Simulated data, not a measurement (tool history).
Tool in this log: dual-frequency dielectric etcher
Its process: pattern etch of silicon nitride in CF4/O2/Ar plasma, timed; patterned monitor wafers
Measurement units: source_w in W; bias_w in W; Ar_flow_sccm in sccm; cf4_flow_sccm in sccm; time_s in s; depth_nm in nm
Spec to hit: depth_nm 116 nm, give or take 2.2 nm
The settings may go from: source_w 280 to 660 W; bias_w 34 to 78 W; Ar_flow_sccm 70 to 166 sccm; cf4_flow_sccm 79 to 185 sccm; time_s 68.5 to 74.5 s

| run | hour | source_w | bias_w | Ar_flow_sccm | cf4_flow_sccm | time_s | depth_nm |
|---|---|---|---|---|---|---|---|
| 1 | 0 | 470 | 56 | 118 | 132 | 74.5 | 146.19 |
| 2 | 1.7 | 430 | 56 | 118 | 132 | 74.5 | 131.17 |
| 3 | 8.9 | 360 | 56 | 118 | 132 | 74.5 | 108.88 |
| 4 | 15.9 | 360 | 46 | 118 | 132 | 74.5 | 100.82 |
| 5 | 19.1 | 360 | 46 | 118 | 132 | 74.5 | 100.89 |
| 6 | 21 | 360 | 46 | 125 | 132 | 74.5 | 100.15 |
| 7 | 26.5 | 380 | 46 | 125 | 132 | 74.5 | 106.85 |
| 8 | 35.1 | 420 | 46 | 125 | 132 | 74.5 | 119.92 |

Of the 5 settings listed for the next run, only one would bring every result within its allowed miss of target. Which one?
| A | 43.7 | 430 | 58 | 117 | 113 | 68.5 | ? |
| B | 43.7 | 410 | 53 | 113 | 124 | 74.5 | ? |
| C | 43.7 | 460 | 43 | 152 | 114 | 74.5 | ? |
| D | 43.7 | 430 | 49 | 142 | 140 | 70.5 | ? |
| E | 43.7 | 420 | 42 | 100 | 162 | 74 | ? |

| move | depth_nm |
|---|---|
| A | 120.22 |
| B | 121.96 |
| C | 122.09 |
| D | 116.12 |
| E | 119.94 |
A: its largest miss is bigger than the last run's
B: its largest miss is bigger than the last run's
C: its largest miss is bigger than the last run's
D: meets every target
E: just as far off the targets as the last run
Go with D: it meets all targets.
